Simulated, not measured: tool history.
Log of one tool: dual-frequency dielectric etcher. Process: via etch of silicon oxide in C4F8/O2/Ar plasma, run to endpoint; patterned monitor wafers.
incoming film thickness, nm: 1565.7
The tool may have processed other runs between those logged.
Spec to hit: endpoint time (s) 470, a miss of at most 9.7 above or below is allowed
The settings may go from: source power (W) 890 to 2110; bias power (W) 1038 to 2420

Run 1, day 0: source power (W) 1500, bias power (W) 1729. Result: endpoint time (s) 384.29.
Run 2, day 0.304: source power (W) 1730, bias power (W) 1729. Result: endpoint time (s) 366.4.
Run 3, day 0.667: source power (W) 1600, bias power (W) 1638. Result: endpoint time (s) 383.79.
Run 4, day 0.888: source power (W) 1600, bias power (W) 1469. Result: endpoint time (s) 397.75.
Run 5, day 1.212: source power (W) 1360, bias power (W) 1469. Result: endpoint time (s) 420.6.
Run 6, day 1.354: source power (W) 1290, bias power (W) 1451. Result: endpoint time (s) 435.15.
Run 7, day 1.646: source power (W) 1250, bias power (W) 1442. Result: endpoint time (s) 448.48.
Run 8, day 1.746: source power (W) 1230, bias power (W) 1438. Result: endpoint time (s) 446.29.
Run 9, day 1.825: source power (W) 1200, bias power (W) 1433. Result: endpoint time (s) 451.3.
Run 10, day 2.125: source power (W) 1180, bias power (W) 1429. Result: endpoint time (s) 455.81.
Run 11, day 2.196: source power (W) 1170, bias power (W) 1426. Result: endpoint time (s) 459.1.

5 next moves are on the table. One of them brings every result within its allowed miss. Which?
Run A, day 2.267: source power (W) 1010, bias power (W) 1514. Result: endpoint time (s) ?.
Run B, day 2.267: source power (W) 1150, bias power (W) 1576. Result: endpoint time (s) ?.
Run C, day 2.267: source power (W) 1210, bias power (W) 1456. Result: endpoint time (s) ?.
Run D, day 2.267: source power (W) 1190, bias power (W) 1479. Result: endpoint time (s) ?.
Run E, day 2.267: source power (W) 1010, bias power (W) 1419. Result: endpoint time (s) ?.

move  endpoint time (s)
   A             470.83
   B             440.32
   C             446.09
   D             446.09
   E             483.89
A: hits every target within its allowed miss
B: the biggest miss grows against the last run
C: the biggest miss grows against the last run
D: the biggest miss grows against the last run
E: moves the result that the last run missed by most past its target, out the other side
A meets every target.
